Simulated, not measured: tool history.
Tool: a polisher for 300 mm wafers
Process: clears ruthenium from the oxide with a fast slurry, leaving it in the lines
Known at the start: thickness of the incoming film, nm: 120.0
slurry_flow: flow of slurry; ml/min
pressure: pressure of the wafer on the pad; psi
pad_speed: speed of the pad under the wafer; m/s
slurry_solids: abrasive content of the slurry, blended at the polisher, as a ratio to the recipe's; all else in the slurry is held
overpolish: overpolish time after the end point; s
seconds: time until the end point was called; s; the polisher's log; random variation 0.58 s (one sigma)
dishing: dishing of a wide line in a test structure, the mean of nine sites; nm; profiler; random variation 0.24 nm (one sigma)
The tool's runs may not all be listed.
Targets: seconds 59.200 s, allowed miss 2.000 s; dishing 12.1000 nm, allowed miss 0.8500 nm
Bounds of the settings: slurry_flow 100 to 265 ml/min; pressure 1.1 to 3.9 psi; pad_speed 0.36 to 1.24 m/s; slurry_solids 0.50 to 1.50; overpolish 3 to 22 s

{"run": 1, "hour": 0.0, "slurry_flow": 170, "pressure": 2.5, "pad_speed": 0.8, "slurry_solids": 1.0, "overpolish": 11, "seconds": 36.848, "dishing": 29.436}
{"run": 2, "hour": 3.5, "slurry_flow": 170, "pressure": 2.4, "pad_speed": 0.8, "slurry_solids": 1.0, "overpolish": 10, "seconds": 38.118, "dishing": 25.68}
{"run": 3, "hour": 8.3, "slurry_flow": 200, "pressure": 2.4, "pad_speed": 0.8, "slurry_solids": 1.0, "overpolish": 10, "seconds": 37.02, "dishing": 26.282}
{"run": 4, "hour": 13.2, "slurry_flow": 200, "pressure": 2.3, "pad_speed": 0.8, "slurry_solids": 1.0, "overpolish": 10, "seconds": 37.962, "dishing": 25.74}
{"hour": 20.6, "done": "slurry nozzle cleaned"}
{"run": 5, "hour": 20.6, "slurry_flow": 195, "pressure": 2.2, "pad_speed": 0.8, "slurry_solids": 1.0, "overpolish": 10, "seconds": 37.328, "dishing": 26.508}
{"run": 6, "hour": 24.2, "slurry_flow": 195, "pressure": 2.1, "pad_speed": 0.78, "slurry_solids": 1.0, "overpolish": 9, "seconds": 39.368, "dishing": 23.167}
{"run": 7, "hour": 32.7, "slurry_flow": 180, "pressure": 1.4, "pad_speed": 0.76, "slurry_solids": 1.0, "overpolish": 5, "seconds": 53.74, "dishing": 9.3805}
{"run": 8, "hour": 37.6, "slurry_flow": 165, "pressure": 1.3, "pad_speed": 0.72, "slurry_solids": 1.0, "overpolish": 9, "seconds": 59.514, "dishing": 15.477}
{"run": 9, "hour": 46.0, "slurry_flow": 165, "pressure": 1.3, "pad_speed": 0.72, "slurry_solids": 1.0, "overpolish": 8, "seconds": 59.073, "dishing": 13.831}

4 next moves are on the table. One of them brings every result within its allowed miss. Which?
{"run": "A", "hour": 54.4, "slurry_flow": 165, "pressure": 1.4, "pad_speed": 0.72, "slurry_solids": 0.95, "overpolish": 6, "seconds": "?", "dishing": "?"}
{"run": "B", "hour": 54.4, "slurry_flow": 175, "pressure": 2.0, "pad_speed": 0.6, "slurry_solids": 0.8, "overpolish": 7, "seconds": "?", "dishing": "?"}
{"run": "C", "hour": 54.4, "slurry_flow": 180, "pressure": 1.3, "pad_speed": 0.78, "slurry_solids": 0.9, "overpolish": 8, "seconds": "?", "dishing": "?"}
{"run": "D", "hour": 54.4, "slurry_flow": 195, "pressure": 1.2, "pad_speed": 0.7, "slurry_solids": 1.15, "overpolish": 6, "seconds": "?", "dishing": "?"}

move=A seconds=59.885 dishing=10.2460
move=B seconds=61.109 dishing=11.6750
move=C seconds=59.087 dishing=13.7320
move=D seconds=60.441 dishing=10.1540
A: takes the result that was furthest off past its target
B: meets every target
C: nearer than the last run, and not there yet
D: takes the result that was furthest off past its target
Answer: B
